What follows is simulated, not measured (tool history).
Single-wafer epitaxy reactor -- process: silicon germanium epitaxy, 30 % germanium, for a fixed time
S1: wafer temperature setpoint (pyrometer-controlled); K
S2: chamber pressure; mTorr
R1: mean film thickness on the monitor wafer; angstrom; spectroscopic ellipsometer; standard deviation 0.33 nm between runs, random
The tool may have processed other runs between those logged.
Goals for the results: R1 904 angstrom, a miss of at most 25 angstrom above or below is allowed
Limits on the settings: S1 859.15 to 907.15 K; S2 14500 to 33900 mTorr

run    day      S1     S2      R1
  1      0  883.15  24200   710.9
  2  0.154  883.15  27700  760.45
  3  0.471  886.15  27800  798.25
  4  0.838  888.15  27900  827.24
  5    1.1  889.15  28000  842.84
  6  1.388  884.15  28000  777.44
  7  1.642  886.15  28100  798.46
  8  1.883  895.15  28500  936.64

Exactly one of the 5 candidate moves below puts every result within its allowed miss. Which one?
  A  2.125  895.15  31900   ?
  B  2.125  904.15  24300   ?
  C  2.125  890.15  31100   ?
  D  2.125  890.15  27800   ?
  E  2.125  897.15  29000   ?

move      R1
   A  984.11
   B  975.08
   C  899.24
   D  847.66
   E  965.56
A: moves away from the targets compared with the last run
B: moves away from the targets compared with the last run
C: all results land within tolerance of their targets
D: takes the biggest miss from the last run beyond its target
E: moves away from the targets compared with the last run
The move that meets every target is C.
